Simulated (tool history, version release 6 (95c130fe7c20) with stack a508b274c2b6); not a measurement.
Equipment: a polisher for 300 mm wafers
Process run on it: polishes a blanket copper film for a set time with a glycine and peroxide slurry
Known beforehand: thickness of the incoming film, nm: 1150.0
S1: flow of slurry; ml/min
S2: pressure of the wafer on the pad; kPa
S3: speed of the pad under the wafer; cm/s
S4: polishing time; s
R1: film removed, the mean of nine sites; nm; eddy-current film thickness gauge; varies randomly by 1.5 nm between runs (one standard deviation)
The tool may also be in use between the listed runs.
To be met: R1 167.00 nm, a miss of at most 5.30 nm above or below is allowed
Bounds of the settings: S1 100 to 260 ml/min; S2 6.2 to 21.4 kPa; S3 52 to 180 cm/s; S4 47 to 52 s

{"run": 1, "hour": 0.0, "S1": 165, "S2": 13.8, "S3": 116, "S4": 52, "R1": 208.5}
{"run": 2, "hour": 8.2, "S1": 165, "S2": 13.8, "S3": 116, "S4": 47, "R1": 189.8}
{"run": 3, "hour": 10.9, "S1": 165, "S2": 13.8, "S3": 142, "S4": 47, "R1": 220.39}
{"run": 4, "hour": 17.6, "S1": 160, "S2": 13.1, "S3": 142, "S4": 47, "R1": 211.49}
{"run": 5, "hour": 18.6, "S1": 160, "S2": 12.4, "S3": 142, "S4": 47, "R1": 201.95}
{"run": 6, "hour": 25.6, "S1": 145, "S2": 12.4, "S3": 142, "S4": 47, "R1": 200.25}
{"run": 7, "hour": 26.6, "S1": 145, "S2": 11.7, "S3": 142, "S4": 47, "R1": 188.18}
{"run": 8, "hour": 27.7, "S1": 140, "S2": 11.7, "S3": 142, "S4": 47, "R1": 192.44}

Which one of the following 5 next-run settings gets every result inside its allowed miss? There is exactly one.
{"run": "A", "hour": 28.8, "S1": 125, "S2": 11.0, "S3": 136, "S4": 49, "R1": "?"}
{"run": "B", "hour": 28.8, "S1": 150, "S2": 12.4, "S3": 146, "S4": 52, "R1": "?"}
{"run": "C", "hour": 28.8, "S1": 165, "S2": 15.9, "S3": 128, "S4": 51, "R1": "?"}
{"run": "D", "hour": 28.8, "S1": 145, "S2": 9.0, "S3": 140, "S4": 51, "R1": "?"}
{"run": "E", "hour": 28.8, "S1": 155, "S2": 9.7, "S3": 158, "S4": 47, "R1": "?"}

move=A R1=177.02
move=B R1=225.96
move=C R1=244.97
move=D R1=167.73
move=E R1=181.36
A: closer than the last run, but not yet in spec
B: further off than the last run
C: further off than the last run
D: each result inside its tolerance
E: closer than the last run, but not yet in spec
Go with D: it meets all targets.
